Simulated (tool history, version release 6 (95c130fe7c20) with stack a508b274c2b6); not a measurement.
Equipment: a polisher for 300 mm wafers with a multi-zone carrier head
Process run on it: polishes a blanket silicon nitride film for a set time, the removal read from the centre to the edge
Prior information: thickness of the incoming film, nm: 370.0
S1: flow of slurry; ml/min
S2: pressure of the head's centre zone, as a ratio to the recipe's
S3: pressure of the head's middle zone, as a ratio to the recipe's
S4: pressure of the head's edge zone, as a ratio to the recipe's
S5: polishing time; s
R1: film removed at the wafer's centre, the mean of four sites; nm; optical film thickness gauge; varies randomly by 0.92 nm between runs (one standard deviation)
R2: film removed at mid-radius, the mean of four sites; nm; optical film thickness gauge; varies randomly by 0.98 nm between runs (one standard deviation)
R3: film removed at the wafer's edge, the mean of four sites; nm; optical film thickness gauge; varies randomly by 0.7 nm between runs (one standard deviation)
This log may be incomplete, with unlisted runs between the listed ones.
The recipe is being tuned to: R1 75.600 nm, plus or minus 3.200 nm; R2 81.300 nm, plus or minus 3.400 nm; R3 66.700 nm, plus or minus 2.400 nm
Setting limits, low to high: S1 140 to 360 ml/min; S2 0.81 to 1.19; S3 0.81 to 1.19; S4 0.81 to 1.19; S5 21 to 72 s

run,hour,S1,S2,S3,S4,S5,R1,R2,R3
1,0.0,230,1.00,1.00,1.00,46,82.245,86.504,83.374
2,4.3,265,1.00,1.00,1.00,46,84.867,86.295,86.783
3,5.7,265,1.00,1.00,1.00,53,98.667,100.830,99.857
4,6.3,255,1.00,1.01,0.98,52,96.240,100.230,95.549
5,11.9,245,1.00,1.01,0.96,51,93.147,96.169,93.756
6,20.6,245,1.00,1.01,0.96,44,80.876,83.806,80.072
7,27.2,245,1.00,1.01,0.96,44,81.212,83.599,78.992
8,30.4,240,1.00,1.01,0.95,44,83.136,82.680,80.435
9,38.0,235,1.00,1.03,0.94,43,80.592,84.097,77.095
10,46.6,230,1.00,1.03,0.93,43,79.743,83.715,76.256

Next run, 5 choices. One meets every target within its allowed miss, the rest don't. Which?
A,55.2,190,0.91,0.91,1.09,47,?,?,?
B,55.2,260,0.93,0.93,0.99,48,?,?,?
C,55.2,260,1.03,1.01,0.95,44,?,?,?
D,55.2,175,1.07,1.13,0.86,40,?,?,?
E,55.2,180,1.13,1.12,0.84,41,?,?,?

move,R1,R2,R3
A,76.268,80.057,87.206
B,81.770,85.261,86.447
C,83.129,83.727,77.619
D,75.989,81.266,65.796
E,82.485,82.822,66.854
A: lands further from the targets than the last run did
B: lands further from the targets than the last run did
C: lands further from the targets than the last run did
D: each result inside its tolerance
E: brings the result that was furthest off to its target, and leaves another outside
D meets every target.

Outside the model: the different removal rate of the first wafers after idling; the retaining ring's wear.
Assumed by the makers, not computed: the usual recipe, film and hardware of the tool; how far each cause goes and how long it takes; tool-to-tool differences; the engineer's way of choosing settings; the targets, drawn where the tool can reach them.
